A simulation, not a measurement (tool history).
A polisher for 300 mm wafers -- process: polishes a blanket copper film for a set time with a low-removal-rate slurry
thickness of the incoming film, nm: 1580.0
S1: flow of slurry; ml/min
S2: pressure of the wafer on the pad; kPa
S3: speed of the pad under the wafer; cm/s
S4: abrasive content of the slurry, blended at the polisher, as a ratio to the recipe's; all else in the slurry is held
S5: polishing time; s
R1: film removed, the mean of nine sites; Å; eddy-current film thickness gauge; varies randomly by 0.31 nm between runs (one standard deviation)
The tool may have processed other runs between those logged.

run 1 hour=0 | S1=145 S2=20 S3=124 S4=1 S5=26 | R1=1104.5
run 2 hour=3.7 | S1=110 S2=20 S3=124 S4=1 S5=26 | R1=1051.1
run 3 hour=11.7 | S1=110 S2=20 S3=124 S4=1 S5=23 | R1=907.03
run 4 hour=16.9 | S1=110 S2=20 S3=124 S4=1.1 S5=23 | R1=929.42
run 5 hour=22.4 | S1=105 S2=17.2 S3=114 S4=1.1 S5=23 | R1=738.84
run 6 hour=25.1 | S1=105 S2=17.2 S3=114 S4=1.2 S5=23 | R1=760.29
run 7 hour=30.2 | S1=100 S2=15.2 S3=106 S4=1.2 S5=23 | R1=603.39
run 8 hour=34.4 | S1=90 S2=9.7 S3=98 S4=1.2 S5=23 | R1=353.13
run 9 hour=39.9 | S1=95 S2=9.7 S3=98 S4=1.2 S5=23 | R1=358.75

Run 10 comes next. What will it give?
run 10 hour=46.9 | S1=115 S2=10.3 S3=98 S4=1.2 S5=23 | R1=?

{"run 10": {"R1": 411.58}}
